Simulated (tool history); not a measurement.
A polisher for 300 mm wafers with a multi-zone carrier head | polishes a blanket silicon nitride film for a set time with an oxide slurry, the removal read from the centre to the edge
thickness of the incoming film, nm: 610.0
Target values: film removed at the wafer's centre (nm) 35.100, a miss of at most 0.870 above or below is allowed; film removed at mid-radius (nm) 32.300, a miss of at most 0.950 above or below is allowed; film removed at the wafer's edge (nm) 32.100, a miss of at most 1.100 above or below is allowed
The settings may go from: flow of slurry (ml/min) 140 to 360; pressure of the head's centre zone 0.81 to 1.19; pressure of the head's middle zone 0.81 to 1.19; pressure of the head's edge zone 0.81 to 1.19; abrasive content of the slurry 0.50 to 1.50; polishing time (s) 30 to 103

| run | hour | flow of slurry (ml/min) | pressure of the head's centre zone | pressure of the head's middle zone | pressure of the head's edge zone | abrasive content of the slurry | polishing time (s) | film removed at the wafer's centre (nm) | film removed at mid-radius (nm) | film removed at the wafer's edge (nm) |
|---|---|---|---|---|---|---|---|---|---|---|
| 1 | 0.0 | 230 | 1.00 | 1.00 | 1.00 | 1.00 | 66 | 60.860 | 58.325 | 59.015 |
| 2 | 5.8 | 230 | 1.00 | 1.00 | 1.00 | 1.15 | 66 | 64.163 | 62.279 | 64.250 |
| 3 | 9.0 | 280 | 1.00 | 1.00 | 1.00 | 1.15 | 66 | 66.944 | 64.065 | 66.631 |
| 4 | 13.8 | 270 | 0.99 | 0.98 | 0.98 | 1.05 | 64 | 61.511 | 58.364 | 59.705 |
| 5 | 20.7 | 270 | 0.99 | 0.98 | 0.98 | 1.05 | 50 | 47.102 | 44.969 | 47.237 |
| 6 | 28.2 | 270 | 0.92 | 0.98 | 0.98 | 1.05 | 50 | 44.757 | 45.191 | 47.289 |
| 7 | 33.4 | 260 | 0.92 | 0.97 | 0.96 | 1.00 | 50 | 43.306 | 44.029 | 45.177 |
| 8 | 38.0 | 255 | 0.92 | 0.95 | 0.94 | 0.95 | 50 | 41.772 | 41.508 | 42.505 |
| 9 | 40.3 | 245 | 0.92 | 0.94 | 0.92 | 0.95 | 50 | 41.283 | 41.233 | 41.918 |

Of the 4 settings listed for the next run, only one would bring every result within its allowed miss of target. Which one?
| A | 42.6 | 155 | 1.10 | 0.96 | 0.81 | 0.75 | 48 | ? | ? | ? |
| B | 42.6 | 265 | 0.96 | 0.97 | 0.89 | 0.95 | 38 | ? | ? | ? |
| C | 42.6 | 250 | 1.00 | 0.97 | 0.89 | 0.75 | 48 | ? | ? | ? |
| D | 42.6 | 295 | 0.98 | 0.92 | 0.81 | 0.70 | 47 | ? | ? | ? |

| move | film removed at the wafer's centre (nm) | film removed at mid-radius (nm) | film removed at the wafer's edge (nm) |
|---|---|---|---|
| A | 37.406 | 32.292 | 31.821 |
| B | 33.014 | 32.336 | 31.968 |
| C | 37.476 | 35.355 | 35.020 |
| D | 35.161 | 32.292 | 32.130 |
A: gets the furthest-off result to its target, but another result is out of tolerance
B: gets the furthest-off result to its target, but another result is out of tolerance
C: moves toward the targets from the last run without getting all of them in spec
D: meets every target
So the answer is move D, the one that meets all the targets.
